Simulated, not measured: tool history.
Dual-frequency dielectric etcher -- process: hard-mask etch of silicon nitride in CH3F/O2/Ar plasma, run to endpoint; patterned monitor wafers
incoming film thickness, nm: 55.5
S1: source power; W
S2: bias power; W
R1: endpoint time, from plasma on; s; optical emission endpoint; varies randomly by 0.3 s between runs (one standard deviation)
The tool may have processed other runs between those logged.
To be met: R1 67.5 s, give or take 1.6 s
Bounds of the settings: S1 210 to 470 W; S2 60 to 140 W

run 1 hour=0 | S1=340 S2=100 | R1=74.973
run 2 hour=1 | S1=310 S2=100 | R1=77.232
run 3 hour=8.2 | S1=340 S2=103 | R1=73.995
run 4 hour=10.1 | S1=340 S2=91 | R1=76.857
run 5 hour=18.6 | S1=310 S2=91 | R1=79.589
run 6 hour=20.7 | S1=310 S2=106 | R1=75.75
run 7 hour=27.5 | S1=330 S2=109 | R1=73.705
run 8 hour=33.8 | S1=350 S2=111 | R1=72.073
run 9 hour=40.7 | S1=360 S2=113 | R1=70.885
run 10 hour=48.3 | S1=370 S2=114 | R1=69.639

Which one of the following 5 next-run settings gets every result inside its allowed miss? There is exactly one.
run A hour=55.9 | S1=360 S2=109 | R1=?
run B hour=55.9 | S1=320 S2=115 | R1=?
run C hour=55.9 | S1=320 S2=114 | R1=?
run D hour=55.9 | S1=420 S2=109 | R1=?
run E hour=55.9 | S1=370 S2=96 | R1=?

move=A R1=70.86
move=B R1=72.669
move=C R1=72.86
move=D R1=67.102
move=E R1=72.795
A: further off than the last run
B: further off than the last run
C: further off than the last run
D: in spec on every target
E: further off than the last run
D meets every target.
